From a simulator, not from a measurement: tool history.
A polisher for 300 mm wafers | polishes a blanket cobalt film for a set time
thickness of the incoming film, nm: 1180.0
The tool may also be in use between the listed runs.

run    day  flow of slurry (ml/min)  pressure of the wafer on the pad (kPa)  speed of the pad under the wafer (cm/s)  polishing time (s)  film removed (nm)
  1      0                      145                                    17.2                                      108                  51             349.18
  2  0.088                      145                                    17.2                                      108                  54             371.98
  3  0.375                      145                                    17.2                                      130                  54             435.92
  4  0.396                      145                                    15.2                                      130                  54              426.5
  5  0.521                      145                                    17.2                                      130                  54             441.04
  6  0.792                      145                                    17.2                                      140                  54             486.57

Run 7 comes next. What will it give?
  7  1.154                      145                                    14.5                                      128                  54                  ?

film removed (nm): 398.85
